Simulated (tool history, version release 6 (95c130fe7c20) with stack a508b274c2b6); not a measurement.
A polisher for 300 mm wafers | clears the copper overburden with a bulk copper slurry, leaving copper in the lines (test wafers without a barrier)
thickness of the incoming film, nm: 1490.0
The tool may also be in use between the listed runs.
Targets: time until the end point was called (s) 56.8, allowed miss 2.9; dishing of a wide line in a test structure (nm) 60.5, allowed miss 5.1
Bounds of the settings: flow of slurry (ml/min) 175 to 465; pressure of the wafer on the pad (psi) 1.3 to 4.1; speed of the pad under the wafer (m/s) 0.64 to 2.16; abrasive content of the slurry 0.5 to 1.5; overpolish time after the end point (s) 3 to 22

| run | hour | flow of slurry (ml/min) | pressure of the wafer on the pad (psi) | speed of the pad under the wafer (m/s) | abrasive content of the slurry | overpolish time after the end point (s) | time until the end point was called (s) | dishing of a wide line in a test structure (nm) |
|---|---|---|---|---|---|---|---|---|
| 1 | 0 | 295 | 2.7 | 1.4 | 1 | 11 | 103.15 | 55.236 |
| 2 | 7.2 | 295 | 2.4 | 1.4 | 1 | 11 | 115.62 | 53.246 |
| 3 | 15.8 | 295 | 2.8 | 1.44 | 1 | 10 | 93.396 | 55.108 |
| 4 | 21.7 | 295 | 3.1 | 1.44 | 1 | 10 | 85.85 | 59.013 |
| 5 | 27.1 | 295 | 3.4 | 1.46 | 1 | 9 | 77.688 | 59.75 |
| 6 | 33.5 | 295 | 3.6 | 1.5 | 1 | 8 | 69.94 | 57.328 |
| 7 | 40.8 | 295 | 3.7 | 1.52 | 1 | 8 | 68.446 | 59.544 |
| 8 | 48.9 | 295 | 3.8 | 1.54 | 1 | 8 | 66.275 | 62.332 |
| 9 | 53.7 | 295 | 3.9 | 1.56 | 1 | 7 | 64.065 | 58.041 |
| 10 | 56.3 | 295 | 4 | 1.58 | 1 | 7 | 60.604 | 63.512 |
| 11 | 57.2 | 295 | 4 | 1.6 | 1 | 6 | 58.434 | 57.196 |

5 next moves are on the table. One of them brings every result within its allowed miss. Which?
| A | 58.1 | 265 | 4.1 | 1.74 | 0.8 | 7 | ? | ? |
| B | 58.1 | 220 | 3.9 | 1.88 | 0.95 | 4 | ? | ? |
| C | 58.1 | 305 | 3.9 | 1.52 | 1.2 | 5 | ? | ? |
| D | 58.1 | 320 | 3.5 | 1.7 | 1.1 | 6 | ? | ? |
| E | 58.1 | 265 | 3.8 | 1.78 | 1 | 4 | ? | ? |

| move | time until the end point was called (s) | dishing of a wide line in a test structure (nm) |
|---|---|---|
| A | 56.801 | 62.32 |
| B | 53.791 | 49.595 |
| C | 60.459 | 52.392 |
| D | 61.452 | 55.814 |
| E | 56.456 | 48.184 |
A: meets every target
B: further off than the last run
C: further off than the last run
D: brings the result that was furthest off to its target, and leaves another outside
E: further off than the last run
Move A is the one to make.
